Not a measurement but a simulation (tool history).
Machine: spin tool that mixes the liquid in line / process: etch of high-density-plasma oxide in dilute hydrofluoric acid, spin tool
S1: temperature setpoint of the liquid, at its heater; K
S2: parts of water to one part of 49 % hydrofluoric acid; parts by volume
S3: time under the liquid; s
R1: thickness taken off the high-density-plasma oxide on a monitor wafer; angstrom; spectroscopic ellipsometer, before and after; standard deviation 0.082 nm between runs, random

run 1 day=0 | S1=298.15 S2=150 S3=295 | R1=98.979
run 2 day=0.158 | S1=298.15 S2=170 S3=295 | R1=84.601
run 3 day=0.375 | S1=298.15 S2=170 S3=295 | R1=84.28
run 4 day=0.533 | S1=298.15 S2=170 S3=320 | R1=92.304
run 5 day=0.7 | S1=294.65 S2=170 S3=320 | R1=80.096
run 6 day=0.75 | S1=291.65 S2=170 S3=320 | R1=71.22
run 7 day=0.912 | S1=295.65 S2=165 S3=320 | R1=87.188

Expected results for the next run?
run 8 day=0.95 | S1=297.15 S2=165 S3=320 | R1=?

{"run 8": {"R1": 91.249}}
